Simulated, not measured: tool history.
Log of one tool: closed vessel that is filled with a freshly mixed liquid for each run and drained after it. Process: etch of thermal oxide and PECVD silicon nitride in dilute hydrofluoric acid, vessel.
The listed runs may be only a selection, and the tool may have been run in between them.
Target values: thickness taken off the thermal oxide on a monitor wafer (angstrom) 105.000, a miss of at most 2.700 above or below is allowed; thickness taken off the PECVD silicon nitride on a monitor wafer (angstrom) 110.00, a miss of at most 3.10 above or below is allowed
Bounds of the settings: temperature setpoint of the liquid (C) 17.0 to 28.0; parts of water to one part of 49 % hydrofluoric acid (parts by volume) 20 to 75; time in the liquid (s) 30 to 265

run,hour,temperature setpoint of the liquid (C),parts of water to one part of 49 % hydrofluoric acid (parts by volume),time in the liquid (s),thickness taken off the thermal oxide on a monitor wafer (angstrom),thickness taken off the PECVD silicon nitride on a monitor wafer (angstrom)
1,0.0,20.0,45,135,128.430,129.48
2,1.4,20.0,50,140,120.680,118.52
3,3.6,20.0,50,170,145.800,145.77
4,8.9,20.0,40,170,186.690,179.70
5,11.8,20.0,45,170,163.630,161.16
6,19.9,20.0,45,215,207.030,201.63
7,23.2,20.0,50,215,184.180,183.22
8,29.6,20.0,55,215,165.440,167.70
9,30.6,19.5,65,220,140.210,138.99

Which single option among these 5 for the next run brings every result within its allowed miss of target? Just one does.
A,31.6,22.5,70,150,?,?
B,31.6,20.5,75,185,?,?
C,31.6,22.0,65,155,?,?
D,31.6,19.5,75,185,?,?
E,31.6,20.0,70,165,?,?

move,thickness taken off the thermal oxide on a monitor wafer (angstrom),thickness taken off the PECVD silicon nitride on a monitor wafer (angstrom)
A,100.020,110.45
B,105.360,111.13
C,109.710,118.63
D,101.060,103.74
E,99.186,102.44
A: moves the result that the last run missed by most past its target, out the other side
B: hits every target within its allowed miss
C: nearer the targets than the last run, but a result is still out of spec
D: moves the result that the last run missed by most past its target, out the other side
E: moves the result that the last run missed by most past its target, out the other side
So the answer is move B, the one that meets all the targets.
